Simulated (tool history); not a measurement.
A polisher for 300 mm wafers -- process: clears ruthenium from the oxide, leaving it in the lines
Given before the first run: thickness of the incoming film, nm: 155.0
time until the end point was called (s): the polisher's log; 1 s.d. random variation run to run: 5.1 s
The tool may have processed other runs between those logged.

run	day	flow of slurry (ml/min)	pressure of the wafer on the pad (kPa)	speed of the pad under the wafer (cm/s)	overpolish time after the end point (s)	time until the end point was called (s)
1	0	220	16.5	80	7	142.47
2	0.296	220	13.8	74	7	176.53
3	0.633	220	13.8	90	7	157.07
4	0.917	220	17.2	90	7	127.09
5	1.225	215	14.5	78	7	166.99
6	1.583	215	14.5	78	7	166.71
7	1.904	210	12.4	70	7	207.27
8	2.138	205	11	66	7	247.53
9	2.254	205	11	66	7	242.74
10	2.325	200	10.3	66	7	264.34
11	2.662	190	9.7	66	7	285.34
12	2.921	180	9.7	66	7	275.52

Run 13 is up next; what results do you expect?
13	3.217	180	9	66	7	?

time until the end point was called (s): 303.29
